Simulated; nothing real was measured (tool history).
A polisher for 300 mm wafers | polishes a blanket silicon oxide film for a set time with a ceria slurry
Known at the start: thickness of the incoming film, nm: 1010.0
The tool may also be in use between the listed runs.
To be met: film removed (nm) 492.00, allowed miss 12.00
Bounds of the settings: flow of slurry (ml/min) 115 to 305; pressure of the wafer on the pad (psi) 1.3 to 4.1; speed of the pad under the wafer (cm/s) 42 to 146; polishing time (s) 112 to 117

run,hour,flow of slurry (ml/min),pressure of the wafer on the pad (psi),speed of the pad under the wafer (cm/s),polishing time (s),film removed (nm)
1,0.0,195,2.7,94,112,339.15
2,5.8,200,2.8,94,112,349.46
3,12.7,200,2.8,94,112,348.13
4,17.8,150,2.8,94,112,333.25
5,23.0,150,2.8,86,112,307.29
6,29.7,160,2.9,86,112,320.22
7,36.6,205,3.6,88,112,419.09
8,43.7,210,3.7,88,112,435.91
9,50.2,210,3.7,88,112,436.62
10,57.4,215,3.7,88,112,438.60
11,60.0,255,4.0,88,112,476.78

4 next moves are on the table. One of them brings every result within its allowed miss. Which?
A,62.6,245,4.0,78,117,?
B,62.6,275,3.8,90,117,?
C,62.6,230,4.1,78,114,?
D,62.6,305,4.1,78,117,?

move,film removed (nm)
A,444.47
B,491.47
C,440.37
D,465.63
A: further off than the last run
B: meets every target
C: further off than the last run
D: further off than the last run
The right move is B.
